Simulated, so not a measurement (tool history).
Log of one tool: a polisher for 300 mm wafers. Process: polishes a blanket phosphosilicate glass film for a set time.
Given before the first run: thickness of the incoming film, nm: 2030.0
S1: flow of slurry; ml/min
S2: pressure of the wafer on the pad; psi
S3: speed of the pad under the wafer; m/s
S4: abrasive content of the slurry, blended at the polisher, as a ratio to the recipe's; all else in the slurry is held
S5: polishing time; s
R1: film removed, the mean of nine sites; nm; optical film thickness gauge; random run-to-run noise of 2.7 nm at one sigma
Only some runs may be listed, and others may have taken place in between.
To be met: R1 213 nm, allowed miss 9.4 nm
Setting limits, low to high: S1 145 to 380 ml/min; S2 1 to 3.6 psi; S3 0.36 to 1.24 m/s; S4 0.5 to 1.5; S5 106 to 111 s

Run 1, hour 0: S1 245 ml/min, S2 2.3 psi, S3 0.8 m/s, S4 1, S5 106 s. Result: R1 591.94 nm.
Run 2, hour 3.6: S1 245 ml/min, S2 2.3 psi, S3 0.8 m/s, S4 1.2, S5 106 s. Result: R1 629.89 nm.
Run 3, hour 11.9: S1 240 ml/min, S2 2.1 psi, S3 0.74 m/s, S4 1.15, S5 106 s. Result: R1 551.84 nm.
Run 4, hour 16.8: S1 235 ml/min, S2 1.9 psi, S3 0.68 m/s, S4 1.05, S5 106 s. Result: R1 451.16 nm.
Run 5, hour 20: S1 235 ml/min, S2 1.8 psi, S3 0.64 m/s, S4 1.05, S5 106 s. Result: R1 408.25 nm.
Run 6, hour 27.8: S1 235 ml/min, S2 2.3 psi, S3 0.64 m/s, S4 1.05, S5 106 s. Result: R1 524.4 nm.
Run 7, hour 36.7: S1 230 ml/min, S2 1.7 psi, S3 0.42 m/s, S4 1, S5 106 s. Result: R1 289.18 nm.
Run 8, hour 38.3: S1 230 ml/min, S2 1.6 psi, S3 0.42 m/s, S4 1, S5 106 s. Result: R1 273.51 nm.
Run 9, hour 45.3: S1 230 ml/min, S2 1.5 psi, S3 0.42 m/s, S4 1, S5 106 s. Result: R1 260.26 nm.
Run 10, hour 51.3: S1 230 ml/min, S2 1.4 psi, S3 0.42 m/s, S4 1, S5 106 s. Result: R1 245.62 nm.

4 candidate next runs follow, results not yet known. Just one meets every target within its allowed miss. Identify it.
Run A, hour 57.3: S1 215 ml/min, S2 1.7 psi, S3 0.4 m/s, S4 0.95, S5 106 s. Result: R1 ?.
Run B, hour 57.3: S1 245 ml/min, S2 1.6 psi, S3 0.42 m/s, S4 0.9, S5 111 s. Result: R1 ?.
Run C, hour 57.3: S1 235 ml/min, S2 1.4 psi, S3 0.44 m/s, S4 1.05, S5 111 s. Result: R1 ?.
Run D, hour 57.3: S1 275 ml/min, S2 1.2 psi, S3 0.44 m/s, S4 0.9, S5 107 s. Result: R1 ?.

move      R1
   A  272.57
   B  274.99
   C  265.22
   D     210
A: lands further from the targets than the last run did
B: lands further from the targets than the last run did
C: lands further from the targets than the last run did
D: all results land within tolerance of their targets
So the answer is move D, the one that meets all the targets.

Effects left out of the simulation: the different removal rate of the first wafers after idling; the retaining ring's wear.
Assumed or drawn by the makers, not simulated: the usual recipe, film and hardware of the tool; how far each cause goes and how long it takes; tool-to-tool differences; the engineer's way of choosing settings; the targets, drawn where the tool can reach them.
